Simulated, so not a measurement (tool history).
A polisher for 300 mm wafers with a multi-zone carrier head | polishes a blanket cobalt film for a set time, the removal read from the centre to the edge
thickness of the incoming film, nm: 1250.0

run	hour	flow of slurry (ml/min)	pressure of the head's centre zone	pressure of the head's middle zone	pressure of the head's edge zone	polishing time (s)	film removed at the wafer's centre (Å)	film removed at mid-radius (Å)	film removed at the wafer's edge (Å)
1	0	250	1	1	1	36	3204.9	3166.3	3176.7
2	7.6	260	1.03	0.99	1.03	37	3417.3	3257.7	3255.4
3	12.9	250	1.04	0.96	1.05	39	3638.9	3277.6	3579.4
4	14.7	250	1.06	0.96	1.07	40	3736	3384.9	3582.8
5	17.2	250	1.01	0.96	1.07	40	3681.6	3428.3	3606.7
6	24.2	250	1.03	0.95	1.08	41	3686.8	3421.9	3813.4
7	25.4	260	1.06	0.94	1.09	42	4021.9	3454.9	3782.7
8	28.4	235	1.08	0.89	1.18	48	4633.7	3840.2	4623.4
9	31.5	235	1.09	0.89	1.17	48	4696.7	3765.7	4555.8
10	36.5	235	1.09	0.89	1.16	48	4606.1	3775.6	4577.3

Run 11 comes next. What will it give?
11	43.9	240	1.1	0.89	1.15	48	?	?	?

{"run 11": {"film removed at the wafer's centre (Å)": 4716, "film removed at mid-radius (Å)": 3809.1, "film removed at the wafer's edge (Å)": 4548.9}}
